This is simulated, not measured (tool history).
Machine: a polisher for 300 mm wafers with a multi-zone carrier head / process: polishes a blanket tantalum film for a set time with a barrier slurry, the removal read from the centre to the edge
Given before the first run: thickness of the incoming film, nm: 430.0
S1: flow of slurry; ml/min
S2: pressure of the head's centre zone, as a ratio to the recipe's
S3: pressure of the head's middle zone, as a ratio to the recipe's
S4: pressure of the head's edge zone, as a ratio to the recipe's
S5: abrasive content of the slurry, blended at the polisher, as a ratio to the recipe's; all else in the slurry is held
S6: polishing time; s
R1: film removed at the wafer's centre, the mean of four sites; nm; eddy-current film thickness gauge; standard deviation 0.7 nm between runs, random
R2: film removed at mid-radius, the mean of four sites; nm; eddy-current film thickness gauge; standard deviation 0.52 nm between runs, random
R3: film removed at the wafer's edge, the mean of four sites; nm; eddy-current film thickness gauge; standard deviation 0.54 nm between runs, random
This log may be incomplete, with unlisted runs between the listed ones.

run 1 day=0.000 | S1=125 S2=1.00 S3=1.00 S4=1.00 S5=1.00 S6=49 | R1=82.930 R2=81.991 R3=81.656
run 2 day=0.183 | S1=115 S2=0.98 S3=0.97 S4=0.99 S5=0.95 S6=49 | R1=79.530 R2=77.746 R3=79.945
run 3 day=0.467 | S1=115 S2=0.91 S3=0.97 S4=0.99 S5=0.95 S6=49 | R1=73.843 R2=78.770 R3=79.498
run 4 day=0.712 | S1=115 S2=0.91 S3=0.97 S4=0.99 S5=0.95 S6=41 | R1=61.290 R2=66.146 R3=66.058
run 5 day=1.008 | S1=120 S2=0.92 S3=0.95 S4=1.02 S5=0.95 S6=41 | R1=63.094 R2=65.097 R3=67.725
run 6 day=1.288 | S1=120 S2=0.98 S3=0.95 S4=1.02 S5=0.95 S6=41 | R1=67.941 R2=63.681 R3=67.927
run 7 day=1.638 | S1=125 S2=0.97 S3=0.95 S4=1.04 S5=0.95 S6=41 | R1=66.134 R2=65.853 R3=69.242

Run 8 has not been measured yet. What should we expect?
run 8 day=1.992 | S1=130 S2=1.00 S3=0.89 S4=1.12 S5=1.00 S6=41 | R1=? R2=? R3=?

Run 8 came out at R1 69.663 nm, R2 62.477 nm, R3 72.795 nm.
